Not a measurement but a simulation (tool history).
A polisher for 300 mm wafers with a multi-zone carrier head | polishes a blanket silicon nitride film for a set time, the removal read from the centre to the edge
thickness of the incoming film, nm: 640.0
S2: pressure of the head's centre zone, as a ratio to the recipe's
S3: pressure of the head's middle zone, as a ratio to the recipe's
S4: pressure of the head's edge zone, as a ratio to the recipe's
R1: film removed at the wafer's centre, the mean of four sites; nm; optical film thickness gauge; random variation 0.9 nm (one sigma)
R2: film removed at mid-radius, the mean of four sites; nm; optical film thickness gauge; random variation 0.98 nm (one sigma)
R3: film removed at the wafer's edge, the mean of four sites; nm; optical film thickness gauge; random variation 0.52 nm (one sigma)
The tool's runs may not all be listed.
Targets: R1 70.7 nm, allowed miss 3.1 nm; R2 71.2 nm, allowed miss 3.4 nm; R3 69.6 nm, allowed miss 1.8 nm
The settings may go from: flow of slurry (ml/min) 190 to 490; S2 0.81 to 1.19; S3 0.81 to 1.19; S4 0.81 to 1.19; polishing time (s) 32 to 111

{"run": 1, "hour": 0.0, "flow of slurry (ml/min)": 315, "S2": 1, "S3": 1, "S4": 1, "polishing time (s)": 71, "R1": 120.62, "R2": 124.6, "R3": 122.26}
{"run": 2, "hour": 5.5, "flow of slurry (ml/min)": 310, "S2": 0.99, "S3": 0.99, "S4": 0.97, "polishing time (s)": 63, "R1": 102.81, "R2": 105.71, "R3": 106.1}
{"run": 3, "hour": 9.7, "flow of slurry (ml/min)": 310, "S2": 0.99, "S3": 0.99, "S4": 0.97, "polishing time (s)": 56, "R1": 95.79, "R2": 96.243, "R3": 94.514}
{"run": 4, "hour": 11.0, "flow of slurry (ml/min)": 310, "S2": 0.98, "S3": 0.98, "S4": 0.95, "polishing time (s)": 53, "R1": 86.025, "R2": 90.078, "R3": 89.157}
{"run": 5, "hour": 15.7, "flow of slurry (ml/min)": 310, "S2": 0.99, "S3": 0.97, "S4": 0.93, "polishing time (s)": 50, "R1": 84.901, "R2": 85.739, "R3": 83.811}
{"run": 6, "hour": 20.4, "flow of slurry (ml/min)": 310, "S2": 0.98, "S3": 0.96, "S4": 0.91, "polishing time (s)": 48, "R1": 80.924, "R2": 79.447, "R3": 78.631}
{"run": 7, "hour": 29.2, "flow of slurry (ml/min)": 310, "S2": 0.97, "S3": 0.96, "S4": 0.89, "polishing time (s)": 48, "R1": 79.668, "R2": 79.291, "R3": 77.814}
{"run": 8, "hour": 37.5, "flow of slurry (ml/min)": 295, "S2": 0.93, "S3": 0.93, "S4": 0.81, "polishing time (s)": 42, "R1": 66.645, "R2": 67.822, "R3": 65.895}

Which of these 4 next moves meets every target?
{"run": "A", "hour": 45.8, "flow of slurry (ml/min)": 250, "S2": 0.94, "S3": 0.94, "S4": 0.82, "polishing time (s)": 45, "R1": "?", "R2": "?", "R3": "?"}
{"run": "B", "hour": 45.8, "flow of slurry (ml/min)": 265, "S2": 0.81, "S3": 0.99, "S4": 0.82, "polishing time (s)": 43, "R1": "?", "R2": "?", "R3": "?"}
{"run": "C", "hour": 45.8, "flow of slurry (ml/min)": 295, "S2": 0.82, "S3": 0.86, "S4": 0.86, "polishing time (s)": 43, "R1": "?", "R2": "?", "R3": "?"}
{"run": "D", "hour": 45.8, "flow of slurry (ml/min)": 425, "S2": 1.17, "S3": 0.97, "S4": 0.81, "polishing time (s)": 38, "R1": "?", "R2": "?", "R3": "?"}

move=A R1=70.546 R2=71.744 R3=70.23
move=B R1=62.225 R2=72.166 R3=67.439
move=C R1=63.471 R2=64.972 R3=69.378
move=D R1=72.567 R2=65.479 R3=61.424
A: meets every target
B: further off than the last run
C: brings the result that was furthest off to its target, and leaves another outside
D: further off than the last run
The right move is A.
